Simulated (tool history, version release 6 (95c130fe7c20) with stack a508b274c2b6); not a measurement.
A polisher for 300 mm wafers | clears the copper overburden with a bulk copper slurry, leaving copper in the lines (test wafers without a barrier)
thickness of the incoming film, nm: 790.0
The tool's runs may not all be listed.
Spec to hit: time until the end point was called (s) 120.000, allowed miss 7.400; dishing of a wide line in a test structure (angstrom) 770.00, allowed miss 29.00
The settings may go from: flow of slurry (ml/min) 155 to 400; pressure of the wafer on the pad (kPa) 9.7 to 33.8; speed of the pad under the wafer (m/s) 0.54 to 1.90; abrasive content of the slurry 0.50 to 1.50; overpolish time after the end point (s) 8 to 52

| run | hour | flow of slurry (ml/min) | pressure of the wafer on the pad (kPa) | speed of the pad under the wafer (m/s) | abrasive content of the slurry | overpolish time after the end point (s) | time until the end point was called (s) | dishing of a wide line in a test structure (angstrom) |
|---|---|---|---|---|---|---|---|---|
| 1 | 0.0 | 255 | 21.4 | 1.22 | 1.00 | 26 | 72.293 | 1091.30 |
| 2 | 1.3 | 255 | 21.4 | 1.40 | 1.00 | 26 | 64.117 | 1140.70 |
| 3 | 4.2 | 255 | 21.4 | 1.40 | 1.20 | 26 | 60.949 | 1153.40 |
| 4 | 12.0 | 255 | 17.9 | 1.34 | 1.20 | 26 | 75.036 | 1053.50 |
| 5 | 18.3 | 255 | 15.9 | 1.30 | 1.20 | 24 | 85.486 | 940.65 |
| 6 | 24.4 | 255 | 15.9 | 1.30 | 1.40 | 24 | 81.758 | 933.57 |
| 7 | 32.0 | 255 | 13.8 | 1.26 | 1.40 | 24 | 96.701 | 857.92 |
| 8 | 32.8 | 255 | 12.4 | 1.26 | 1.40 | 24 | 105.590 | 813.26 |
| 9 | 40.4 | 255 | 11.7 | 1.26 | 1.40 | 24 | 109.260 | 787.98 |

Which of these 5 next moves meets every target?
| A | 48.0 | 200 | 12.4 | 1.12 | 1.40 | 25 | ? | ? |
| B | 48.0 | 225 | 11.0 | 1.24 | 1.45 | 28 | ? | ? |
| C | 48.0 | 235 | 15.2 | 1.18 | 1.30 | 20 | ? | ? |
| D | 48.0 | 235 | 11.7 | 1.14 | 1.35 | 33 | ? | ? |
| E | 48.0 | 250 | 12.4 | 1.24 | 1.40 | 24 | ? | ? |

| move | time until the end point was called (s) | dishing of a wide line in a test structure (angstrom) |
|---|---|---|
| A | 117.390 | 790.23 |
| B | 113.900 | 838.98 |
| C | 94.954 | 806.54 |
| D | 119.270 | 897.81 |
| E | 103.710 | 827.69 |
A: every result within its allowed miss
B: the furthest-off result lands on target, but another misses its tolerance
C: misses by more than the last run did
D: the furthest-off result lands on target, but another misses its tolerance
E: misses by more than the last run did
Answer: A
